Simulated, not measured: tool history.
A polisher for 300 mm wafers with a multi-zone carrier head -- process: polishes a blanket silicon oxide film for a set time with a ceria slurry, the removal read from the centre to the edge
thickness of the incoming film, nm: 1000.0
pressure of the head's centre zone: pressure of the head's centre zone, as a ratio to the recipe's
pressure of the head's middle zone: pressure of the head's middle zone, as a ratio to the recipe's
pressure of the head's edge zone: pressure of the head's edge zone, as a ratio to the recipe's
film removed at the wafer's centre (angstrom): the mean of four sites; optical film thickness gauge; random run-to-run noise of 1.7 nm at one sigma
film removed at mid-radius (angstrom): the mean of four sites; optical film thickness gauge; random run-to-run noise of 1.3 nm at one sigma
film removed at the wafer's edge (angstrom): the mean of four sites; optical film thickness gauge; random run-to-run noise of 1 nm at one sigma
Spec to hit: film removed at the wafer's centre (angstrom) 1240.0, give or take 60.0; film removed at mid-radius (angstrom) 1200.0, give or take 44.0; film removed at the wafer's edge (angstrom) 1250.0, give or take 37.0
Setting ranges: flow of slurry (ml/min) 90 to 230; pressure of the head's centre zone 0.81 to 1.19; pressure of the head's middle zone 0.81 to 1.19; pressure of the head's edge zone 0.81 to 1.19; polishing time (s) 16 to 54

run,day,flow of slurry (ml/min),pressure of the head's centre zone,pressure of the head's middle zone,pressure of the head's edge zone,polishing time (s),film removed at the wafer's centre (angstrom),film removed at mid-radius (angstrom),film removed at the wafer's edge (angstrom)
1,0.000,150,1.00,1.00,1.00,35,1519.8,1500.3,1542.5
2,0.296,150,1.00,1.00,0.94,35,1494.1,1537.3,1489.3
3,0.488,145,1.00,0.99,0.93,35,1438.8,1465.1,1466.8
4,0.858,145,1.06,0.99,0.93,35,1535.6,1478.3,1486.2
5,1.088,145,1.06,0.98,0.92,35,1533.5,1450.0,1480.0
6,1.283,145,1.06,0.98,0.86,35,1524.0,1462.1,1431.7
7,1.383,140,1.05,0.97,0.86,35,1489.5,1437.8,1427.1
8,1.612,115,1.00,0.90,0.82,31,1167.1,1110.7,1172.5
9,1.658,120,1.00,0.90,0.82,31,1169.1,1127.7,1185.4
10,1.804,125,1.00,0.90,0.82,31,1248.5,1148.5,1205.5

5 candidate next runs follow, results not yet known. Just one meets every target within its allowed miss. Identify it.
A,1.950,130,0.98,0.85,0.85,31,?,?,?
B,1.950,155,1.03,1.00,0.81,29,?,?,?
C,1.950,150,1.10,1.02,0.85,29,?,?,?
D,1.950,120,1.06,0.96,0.92,31,?,?,?
E,1.950,115,0.99,0.84,0.86,33,?,?,?

move,film removed at the wafer's centre (angstrom),film removed at mid-radius (angstrom),film removed at the wafer's edge (angstrom)
A,1229.2,1123.9,1233.2
B,1279.1,1278.0,1172.8
C,1325.9,1285.9,1189.4
D,1253.8,1204.3,1251.0
E,1243.0,1127.5,1278.8
A: brings the last run's worst result on target, with another outside its allowed miss
B: the biggest miss grows against the last run
C: the biggest miss grows against the last run
D: every result lands within tolerance
E: brings the last run's worst result on target, with another outside its allowed miss
D meets every target.
